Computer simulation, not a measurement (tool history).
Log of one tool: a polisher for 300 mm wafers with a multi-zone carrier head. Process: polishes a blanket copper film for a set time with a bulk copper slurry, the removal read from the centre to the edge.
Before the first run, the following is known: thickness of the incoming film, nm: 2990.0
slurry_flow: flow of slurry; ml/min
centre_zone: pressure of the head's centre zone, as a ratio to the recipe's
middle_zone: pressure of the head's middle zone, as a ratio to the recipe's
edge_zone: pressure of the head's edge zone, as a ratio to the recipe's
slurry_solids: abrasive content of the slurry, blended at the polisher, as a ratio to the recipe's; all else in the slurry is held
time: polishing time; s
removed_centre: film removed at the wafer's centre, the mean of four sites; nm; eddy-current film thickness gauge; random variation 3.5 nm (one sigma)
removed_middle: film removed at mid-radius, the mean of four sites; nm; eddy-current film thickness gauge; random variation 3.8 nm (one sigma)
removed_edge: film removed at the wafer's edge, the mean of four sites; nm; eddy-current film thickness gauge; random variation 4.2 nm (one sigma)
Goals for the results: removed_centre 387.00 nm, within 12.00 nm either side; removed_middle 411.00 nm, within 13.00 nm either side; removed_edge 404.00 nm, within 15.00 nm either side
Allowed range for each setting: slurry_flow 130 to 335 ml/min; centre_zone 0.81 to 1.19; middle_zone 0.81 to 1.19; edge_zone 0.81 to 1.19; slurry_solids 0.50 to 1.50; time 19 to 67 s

run,day,slurry_flow,centre_zone,middle_zone,edge_zone,slurry_solids,time,removed_centre,removed_middle,removed_edge
1,0.000,215,1.00,1.00,1.00,1.00,43,573.07,586.39,555.03
2,0.067,240,1.00,1.00,1.00,1.00,43,584.92,589.03,567.52
3,0.167,240,1.00,1.00,1.00,1.00,53,728.33,723.11,705.18
4,0.312,240,1.00,1.00,0.96,1.00,53,719.67,732.81,682.62
5,0.550,235,0.98,0.98,0.95,0.90,51,657.02,676.92,653.97
6,0.812,235,0.98,1.02,0.95,0.90,51,660.83,688.17,647.88
7,1.112,230,0.98,1.01,0.94,0.85,48,613.41,644.85,600.07
8,1.292,225,0.97,0.99,0.93,0.80,46,592.36,589.79,564.15
9,1.362,220,0.95,0.99,0.92,0.75,44,536.07,556.25,516.43

5 next moves are on the table. One of them brings every result within its allowed miss. Which?
A,1.433,265,1.05,0.85,0.90,0.70,55,?,?,?
B,1.433,195,0.85,1.01,0.94,0.70,36,?,?,?
C,1.433,165,0.91,0.94,0.89,0.70,35,?,?,?
D,1.433,205,0.90,0.90,1.03,1.05,51,?,?,?
E,1.433,240,0.92,0.81,1.08,0.80,37,?,?,?

move,removed_centre,removed_middle,removed_edge
A,756.35,619.25,659.60
B,383.68,450.68,426.98
C,387.88,401.72,397.42
D,620.21,624.09,680.45
E,449.10,404.61,490.68
A: misses by more than the last run did
B: the furthest-off result lands on target, but another misses its tolerance
C: in spec on every target
D: misses by more than the last run did
E: moves toward the targets from the last run without getting all of them in spec
So the answer is move C, the one that meets all the targets.

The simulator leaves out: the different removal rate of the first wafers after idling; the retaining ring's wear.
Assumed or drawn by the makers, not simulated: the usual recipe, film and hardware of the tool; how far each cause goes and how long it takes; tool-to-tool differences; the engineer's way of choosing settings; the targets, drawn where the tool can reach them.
